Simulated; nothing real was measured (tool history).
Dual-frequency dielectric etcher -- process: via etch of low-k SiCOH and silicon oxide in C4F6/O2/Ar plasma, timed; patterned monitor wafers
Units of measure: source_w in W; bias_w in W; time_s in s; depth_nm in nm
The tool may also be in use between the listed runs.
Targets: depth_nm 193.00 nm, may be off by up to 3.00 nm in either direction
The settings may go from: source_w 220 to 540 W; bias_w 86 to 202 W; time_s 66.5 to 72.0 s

Run 1, day 0.000: source_w 380 W, bias_w 144 W, time_s 72.0 s. Result: depth_nm 172.37 nm.
Run 2, day 0.288: source_w 410 W, bias_w 144 W, time_s 72.0 s. Result: depth_nm 177.83 nm.
Run 3, day 0.333: source_w 410 W, bias_w 144 W, time_s 72.0 s. Result: depth_nm 177.20 nm.
Run 4, day 0.608: source_w 430 W, bias_w 145 W, time_s 72.0 s. Result: depth_nm 180.92 nm.
Run 5, day 0.971: source_w 430 W, bias_w 145 W, time_s 72.0 s. Result: depth_nm 180.80 nm.
Run 6, day 1.308: source_w 440 W, bias_w 146 W, time_s 72.0 s. Result: depth_nm 183.36 nm.
Run 7, day 1.417: source_w 450 W, bias_w 147 W, time_s 72.0 s. Result: depth_nm 184.66 nm.
Run 8, day 1.662: source_w 460 W, bias_w 148 W, time_s 72.0 s. Result: depth_nm 187.87 nm.
Run 9, day 1.746: source_w 470 W, bias_w 148 W, time_s 72.0 s. Result: depth_nm 188.52 nm.

Exercise: of the 5 proposed moves below, exactly one satisfies all targets within the stated allowed misses. Which move is it?
Run A, day 1.829: source_w 460 W, bias_w 173 W, time_s 71.0 s. Result: depth_nm ?.
Run B, day 1.829: source_w 540 W, bias_w 190 W, time_s 68.0 s. Result: depth_nm ?.
Run C, day 1.829: source_w 520 W, bias_w 166 W, time_s 72.0 s. Result: depth_nm ?.
Run D, day 1.829: source_w 490 W, bias_w 143 W, time_s 70.0 s. Result: depth_nm ?.
Run E, day 1.829: source_w 440 W, bias_w 162 W, time_s 68.0 s. Result: depth_nm ?.

move  depth_nm
   A    191.61
   B    199.81
   C    201.13
   D    183.99
   E    177.36
A: every result lands within tolerance
B: takes the result that was furthest off past its target
C: takes the result that was furthest off past its target
D: misses by more than the last run did
E: misses by more than the last run did
Go with A: it meets all targets.
